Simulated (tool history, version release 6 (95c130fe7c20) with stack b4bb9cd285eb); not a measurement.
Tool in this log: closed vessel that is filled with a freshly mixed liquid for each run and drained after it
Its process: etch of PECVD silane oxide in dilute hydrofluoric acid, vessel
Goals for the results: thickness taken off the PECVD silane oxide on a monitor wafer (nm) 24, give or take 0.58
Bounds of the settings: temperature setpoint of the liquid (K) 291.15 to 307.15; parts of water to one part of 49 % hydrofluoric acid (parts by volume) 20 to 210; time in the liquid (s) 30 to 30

| run | hour | temperature setpoint of the liquid (K) | parts of water to one part of 49 % hydrofluoric acid (parts by volume) | time in the liquid (s) | thickness taken off the PECVD silane oxide on a monitor wafer (nm) |
|---|---|---|---|---|---|
| 1 | 0 | 299.15 | 115 | 30 | 11.523 |
| 2 | 1.6 | 300.15 | 110 | 30 | 12.63 |
| 3 | 7.6 | 300.15 | 95 | 30 | 14.888 |
| 4 | 8.7 | 301.15 | 90 | 30 | 16.398 |
| 5 | 10.1 | 301.15 | 125 | 30 | 11.29 |
| 6 | 16 | 302.15 | 115 | 30 | 12.824 |
| 7 | 18.8 | 302.65 | 110 | 30 | 13.784 |
| 8 | 20.7 | 306.65 | 65 | 30 | 29.165 |
| 9 | 26.9 | 306.15 | 65 | 30 | 28.52 |
| 10 | 34.9 | 305.65 | 65 | 30 | 28.091 |
| 11 | 39.3 | 305.15 | 65 | 30 | 27.658 |
| 12 | 41.3 | 304.65 | 65 | 30 | 27.223 |

Which of these 5 next moves meets every target?
| A | 43.3 | 306.65 | 60 | 30 | ? |
| B | 43.3 | 305.15 | 60 | 30 | ? |
| C | 43.3 | 304.15 | 75 | 30 | ? |
| D | 43.3 | 304.65 | 70 | 30 | ? |
| E | 43.3 | 305.65 | 75 | 30 | ? |

| move | thickness taken off the PECVD silane oxide on a monitor wafer (nm) |
|---|---|
| A | 31.766 |
| B | 30.007 |
| C | 22.577 |
| D | 24.843 |
| E | 23.893 |
A: moves away from the targets compared with the last run
B: moves away from the targets compared with the last run
C: takes the biggest miss from the last run beyond its target
D: an improvement on the last run, though not all results are within tolerance
E: all results in spec
Correct choice: E, which meets every target
